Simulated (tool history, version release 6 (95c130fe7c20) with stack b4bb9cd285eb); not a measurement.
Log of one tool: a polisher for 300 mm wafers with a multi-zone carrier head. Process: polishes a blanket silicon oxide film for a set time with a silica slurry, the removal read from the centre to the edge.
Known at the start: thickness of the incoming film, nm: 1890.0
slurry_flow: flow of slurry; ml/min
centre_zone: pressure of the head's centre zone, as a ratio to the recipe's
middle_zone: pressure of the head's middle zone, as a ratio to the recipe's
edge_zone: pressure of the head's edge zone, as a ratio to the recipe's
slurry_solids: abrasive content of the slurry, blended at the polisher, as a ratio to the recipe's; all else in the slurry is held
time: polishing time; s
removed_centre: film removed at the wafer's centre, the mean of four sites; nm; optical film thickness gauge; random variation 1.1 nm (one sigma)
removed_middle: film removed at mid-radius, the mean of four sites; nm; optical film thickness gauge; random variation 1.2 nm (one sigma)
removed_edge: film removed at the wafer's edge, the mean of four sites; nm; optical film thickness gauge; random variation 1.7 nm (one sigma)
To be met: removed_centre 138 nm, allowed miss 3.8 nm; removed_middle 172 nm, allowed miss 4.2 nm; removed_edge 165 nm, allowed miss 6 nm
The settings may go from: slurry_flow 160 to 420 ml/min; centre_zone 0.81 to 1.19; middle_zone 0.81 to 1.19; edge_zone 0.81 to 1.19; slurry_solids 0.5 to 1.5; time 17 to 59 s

run  hour  slurry_flow  centre_zone  middle_zone  edge_zone  slurry_solids  time  removed_centre  removed_middle  removed_edge
  1     0          270            1            1          1              1    38          141.67          138.63         143.9
  2     7          325            1            1          1              1    38           144.3          141.29        146.15
  3    15          375            1            1          1              1    38          143.49          142.48        147.19
  4  17.6          375         0.99         1.02       1.02              1    38          144.47          144.35        146.75
  5  18.2          375         0.99         1.02       1.09              1    38           144.3          145.35        152.92
     19.2  -- slurry nozzle cleaned
  6  19.2          375         1.07         1.02       1.09              1    38          160.47          150.34        154.07
  7  25.8          375         1.05         1.04        1.1              1    38          158.72          150.81        158.33
  8  27.1          380         0.95         1.14          1            1.1    38          146.59          169.99        150.57
  9  28.9          380         0.94         1.14       1.02            1.1    38          143.19          166.69        153.64
 10  36.5          380         0.94         1.15       1.03            1.1    38          145.84           170.4        156.25
 11  38.3          380         0.93         1.15       1.04            1.1    38           142.4          167.79        156.16
 12    47          380         0.93         1.15       1.05            1.1    38          144.54          169.76        158.14
 13  48.4          380         0.92         1.15       1.06            1.1    38           142.6          167.77         159.8

5 next moves are on the table. One of them brings every result within its allowed miss. Which?
  A  49.8          415         0.87         1.15       1.08              1    40               ?               ?             ?
  B  49.8          390         1.02         1.17       1.08            1.3    35               ?               ?             ?
  C  49.8          375         0.92         1.19       1.03            1.1    37               ?               ?             ?
  D  49.8          390         0.97         1.15       0.93           1.05    39               ?               ?             ?
  E  49.8          380         0.91          1.1       1.17           1.25    36               ?               ?             ?

move  removed_centre  removed_middle  removed_edge
   A          139.18          173.92        164.37
   B          154.58          166.76        155.65
   C          139.44          169.34        152.25
   D          153.15          171.51        150.96
   E           139.7          161.09        164.71
A: meets every target
B: further off than the last run
C: brings the result that was furthest off to its target, and leaves another outside
D: further off than the last run
E: brings the result that was furthest off to its target, and leaves another outside
Move A is the one to make.

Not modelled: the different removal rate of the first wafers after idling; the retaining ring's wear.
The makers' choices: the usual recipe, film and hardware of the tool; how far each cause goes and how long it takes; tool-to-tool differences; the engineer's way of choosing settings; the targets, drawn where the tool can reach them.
